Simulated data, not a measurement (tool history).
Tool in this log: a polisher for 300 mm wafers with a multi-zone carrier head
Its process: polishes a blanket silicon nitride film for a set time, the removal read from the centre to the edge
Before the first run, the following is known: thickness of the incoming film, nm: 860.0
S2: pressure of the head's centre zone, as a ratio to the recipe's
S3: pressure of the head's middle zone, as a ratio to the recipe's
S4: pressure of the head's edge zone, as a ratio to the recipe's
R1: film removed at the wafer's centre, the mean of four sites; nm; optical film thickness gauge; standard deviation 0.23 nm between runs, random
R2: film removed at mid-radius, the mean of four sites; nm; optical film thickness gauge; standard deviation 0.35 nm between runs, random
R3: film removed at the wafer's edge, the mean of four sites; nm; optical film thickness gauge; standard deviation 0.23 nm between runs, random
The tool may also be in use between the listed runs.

Run 1, day 0.000: flow of slurry (ml/min) 175, S2 1.00, S3 1.00, S4 1.00, polishing time (s) 44. Result: R1 53.019 nm, R2 53.834 nm, R3 55.284 nm.
Run 2, day 0.108: flow of slurry (ml/min) 175, S2 1.00, S3 1.00, S4 1.00, polishing time (s) 48. Result: R1 57.203 nm, R2 57.593 nm, R3 59.846 nm.
Run 3, day 0.150: flow of slurry (ml/min) 130, S2 1.00, S3 1.00, S4 1.00, polishing time (s) 48. Result: R1 56.069 nm, R2 55.773 nm, R3 58.521 nm.
Run 4, day 0.238: flow of slurry (ml/min) 105, S2 1.00, S3 1.00, S4 1.00, polishing time (s) 48. Result: R1 53.256 nm, R2 54.091 nm, R3 57.074 nm.
Run 5, day 0.338: flow of slurry (ml/min) 105, S2 1.00, S3 1.00, S4 1.00, polishing time (s) 48. Result: R1 53.150 nm, R2 54.544 nm, R3 56.027 nm.
Run 6, day 0.429: flow of slurry (ml/min) 105, S2 1.00, S3 1.00, S4 0.92, polishing time (s) 48. Result: R1 53.311 nm, R2 53.605 nm, R3 54.929 nm.
Run 7, day 0.483: flow of slurry (ml/min) 110, S2 1.00, S3 0.98, S4 0.91, polishing time (s) 42. Result: R1 46.919 nm, R2 45.510 nm, R3 48.341 nm.
Run 8, day 0.508: flow of slurry (ml/min) 110, S2 1.00, S3 0.98, S4 0.89, polishing time (s) 37. Result: R1 41.443 nm, R2 41.901 nm, R3 42.057 nm.
At day 0.542: edge zone pressure recalibrated.
Run 9, day 0.542: flow of slurry (ml/min) 110, S2 1.00, S3 0.95, S4 0.88, polishing time (s) 33. Result: R1 37.132 nm, R2 35.945 nm, R3 36.356 nm.
Run 10, day 0.758: flow of slurry (ml/min) 110, S2 0.98, S3 0.92, S4 0.88, polishing time (s) 32. Result: R1 35.244 nm, R2 34.523 nm, R3 34.791 nm.
Run 11, day 0.921: flow of slurry (ml/min) 110, S2 0.98, S3 0.90, S4 0.93, polishing time (s) 30. Result: R1 33.176 nm, R2 31.856 nm, R3 33.691 nm.
Run 12, day 1.200: flow of slurry (ml/min) 110, S2 0.98, S3 0.88, S4 0.93, polishing time (s) 29. Result: R1 32.267 nm, R2 28.934 nm, R3 32.357 nm.
Run 13, day 1.233: flow of slurry (ml/min) 110, S2 0.97, S3 0.87, S4 0.91, polishing time (s) 29. Result: R1 31.909 nm, R2 30.104 nm, R3 32.620 nm.
Run 14, day 1.596: flow of slurry (ml/min) 115, S2 0.99, S3 0.86, S4 0.92, polishing time (s) 23. Result: R1 25.574 nm, R2 23.602 nm, R3 25.688 nm.
Run 15, day 1.617: flow of slurry (ml/min) 110, S2 1.02, S3 0.88, S4 0.97, polishing time (s) 27. Result: R1 30.865 nm, R2 27.821 nm, R3 30.437 nm.

Run 16 is up next; what results do you expect?
Run 16, day 1.717: flow of slurry (ml/min) 110, S2 1.01, S3 0.87, S4 0.96, polishing time (s) 27. Result: R1 ?, R2 ?, R3 ?.

Run 16 came out at R1 30.493 nm, R2 27.367 nm, R3 30.837 nm.
